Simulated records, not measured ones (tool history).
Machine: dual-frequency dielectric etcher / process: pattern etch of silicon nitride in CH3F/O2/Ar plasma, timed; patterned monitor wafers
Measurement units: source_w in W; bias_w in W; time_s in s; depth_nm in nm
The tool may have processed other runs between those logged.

run    day  source_w  bias_w  time_s  depth_nm
  1  0.000       350      88    25.5    19.101
  2  0.271       410      88    25.5    20.357
  3  0.596       390      87    25.5    19.860
  4  0.758       390     102    25.5    21.017
  5  0.842       370     100    25.5    20.717
  6  1.154       340     100    25.5    20.183
  7  1.446       330      98    25.5    19.765

The next listed run, before its measurement:
  8  1.529       320      96    25.5         ?

For run 8 the tool returned depth_nm 19.401 nm.
